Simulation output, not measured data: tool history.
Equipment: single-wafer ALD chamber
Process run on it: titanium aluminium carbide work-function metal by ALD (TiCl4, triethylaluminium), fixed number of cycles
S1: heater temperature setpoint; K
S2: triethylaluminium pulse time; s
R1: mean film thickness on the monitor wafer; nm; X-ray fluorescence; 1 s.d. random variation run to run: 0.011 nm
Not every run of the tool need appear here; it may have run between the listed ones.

run,hour,S1,S2,R1
1,0.0,583.15,12.14,2.1531
2,3.5,590.15,12.14,2.1972
3,7.7,590.15,9.11,2.1201
4,16.2,590.15,7.49,2.0564
5,23.8,590.15,5.80,1.9276
6,28.0,590.15,4.37,1.7032
7,35.8,592.15,4.44,1.7318
8,37.7,592.15,4.95,1.8116
9,42.8,594.15,5.14,1.8429
10,49.5,606.15,6.68,2.1269
11,51.0,604.15,6.62,2.0981
12,56.3,592.15,5.03,1.8311
13,60.4,594.15,5.09,1.8630
14,63.6,595.15,5.13,1.8625
15,71.2,607.15,7.31,2.1868

What will run 16 give?
16,78.5,605.15,7.23,?

R1: 2.1657 nm
